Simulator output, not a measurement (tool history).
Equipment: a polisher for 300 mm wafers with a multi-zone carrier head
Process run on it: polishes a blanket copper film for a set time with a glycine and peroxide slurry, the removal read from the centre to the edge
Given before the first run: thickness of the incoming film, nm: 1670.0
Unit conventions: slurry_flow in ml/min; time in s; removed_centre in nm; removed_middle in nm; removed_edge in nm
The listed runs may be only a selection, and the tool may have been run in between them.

| run | hour | slurry_flow | centre_zone | middle_zone | edge_zone | time | removed_centre | removed_middle | removed_edge |
|---|---|---|---|---|---|---|---|---|---|
| 1 | 0.0 | 195 | 1.00 | 1.00 | 1.00 | 59 | 198.83 | 195.23 | 206.25 |
| 2 | 4.9 | 205 | 1.01 | 1.01 | 0.99 | 59 | 202.55 | 200.35 | 201.47 |
| 3 | 12.7 | 215 | 1.02 | 1.02 | 0.99 | 59 | 206.46 | 199.39 | 202.92 |
| 4 | 20.6 | 215 | 1.02 | 1.02 | 1.02 | 59 | 207.41 | 200.93 | 210.66 |
| 5 | 23.5 | 220 | 1.03 | 1.03 | 1.01 | 59 | 209.79 | 204.67 | 206.71 |
| 6 | 31.0 | 180 | 1.03 | 1.03 | 1.01 | 59 | 203.10 | 198.69 | 201.77 |
| 7 | 38.9 | 235 | 1.11 | 1.13 | 0.91 | 58 | 221.19 | 218.73 | 190.80 |
| 8 | 45.6 | 240 | 1.11 | 1.13 | 0.91 | 58 | 220.17 | 219.70 | 195.78 |
| 9 | 51.2 | 245 | 1.11 | 1.13 | 0.91 | 58 | 221.38 | 221.12 | 191.86 |
| 10 | 58.2 | 250 | 1.11 | 1.13 | 0.92 | 58 | 218.63 | 217.29 | 199.29 |

The next listed run, before its measurement:
|  | 60.8 | edge zone pressure recalibrated |
| 11 | 60.8 | 250 | 1.12 | 1.13 | 0.92 | 58 | ? | ? | ? |

removed_centre: 226.53 nm
removed_middle: 220.23 nm
removed_edge: 194.98 nm

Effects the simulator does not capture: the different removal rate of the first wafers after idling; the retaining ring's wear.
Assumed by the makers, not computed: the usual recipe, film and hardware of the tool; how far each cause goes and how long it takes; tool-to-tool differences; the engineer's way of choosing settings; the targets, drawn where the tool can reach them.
